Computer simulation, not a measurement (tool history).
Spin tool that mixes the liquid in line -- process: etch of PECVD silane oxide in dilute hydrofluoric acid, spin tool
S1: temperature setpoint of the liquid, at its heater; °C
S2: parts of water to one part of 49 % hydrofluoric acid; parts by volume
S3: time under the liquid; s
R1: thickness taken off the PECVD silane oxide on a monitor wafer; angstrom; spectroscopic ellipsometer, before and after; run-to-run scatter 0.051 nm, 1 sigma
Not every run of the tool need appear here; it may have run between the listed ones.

run 1 hour=0.0 | S1=22.0 S2=110 S3=110 | R1=140.97
run 2 hour=1.0 | S1=21.0 S2=110 S3=110 | R1=134.55
run 3 hour=8.1 | S1=21.0 S2=75 S3=110 | R1=206.39
run 4 hour=13.2 | S1=21.0 S2=110 S3=110 | R1=135.94
run 5 hour=20.3 | S1=20.5 S2=110 S3=110 | R1=133.93
run 6 hour=23.6 | S1=20.0 S2=110 S3=110 | R1=130.75
run 7 hour=27.4 | S1=19.5 S2=110 S3=110 | R1=128.20
run 8 hour=31.3 | S1=19.0 S2=110 S3=110 | R1=124.79

Predict the results of run 9:
run 9 hour=35.9 | S1=18.5 S2=110 S3=110 | R1=?

{"run 9": {"R1": 122.24}}
